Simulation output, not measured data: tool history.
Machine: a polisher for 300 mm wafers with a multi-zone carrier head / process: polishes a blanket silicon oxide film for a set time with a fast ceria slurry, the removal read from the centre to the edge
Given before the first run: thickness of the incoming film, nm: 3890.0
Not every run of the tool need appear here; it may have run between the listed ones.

| run | day | flow of slurry (ml/min) | pressure of the head's centre zone | pressure of the head's middle zone | pressure of the head's edge zone | polishing time (s) | film removed at the wafer's centre (nm) | film removed at mid-radius (nm) | film removed at the wafer's edge (nm) |
|---|---|---|---|---|---|---|---|---|---|
| 1 | 0 | 145 | 1 | 1 | 1 | 44 | 783.61 | 772.67 | 740.77 |
| 2 | 0.071 | 145 | 0.95 | 1 | 1 | 44 | 747.28 | 765.01 | 750.75 |
| 3 | 0.388 | 140 | 0.92 | 1.03 | 0.97 | 42 | 688 | 738.5 | 699.99 |
| 4 | 0.45 | 105 | 0.92 | 1.03 | 0.97 | 42 | 634.13 | 698.46 | 673.31 |
| 5 | 0.788 | 85 | 0.92 | 1.03 | 0.97 | 42 | 616.88 | 670.99 | 658.08 |
| 6 | 0.933 | 85 | 0.9 | 1.05 | 0.95 | 41 | 582.62 | 679.07 | 644.73 |
| 7 | 1.154 | 90 | 0.9 | 1.06 | 0.93 | 40 | 584.82 | 662.06 | 605.37 |
| 8 | 1.392 | 90 | 0.88 | 1.07 | 0.92 | 40 | 569.77 | 672.1 | 612.92 |
| 9 | 1.508 | 90 | 0.87 | 1.07 | 0.91 | 40 | 559.55 | 672.89 | 605.63 |
| 10 | 1.846 | 90 | 0.86 | 1.07 | 0.9 | 40 | 560.71 | 669.07 | 593.5 |

What will run 11 give?
| 11 | 2.062 | 90 | 0.85 | 1.07 | 0.9 | 40 | ? | ? | ? |

{"run 11": {"film removed at the wafer's centre (nm)": 550.7, "film removed at mid-radius (nm)": 668.61, "film removed at the wafer's edge (nm)": 601.79}}
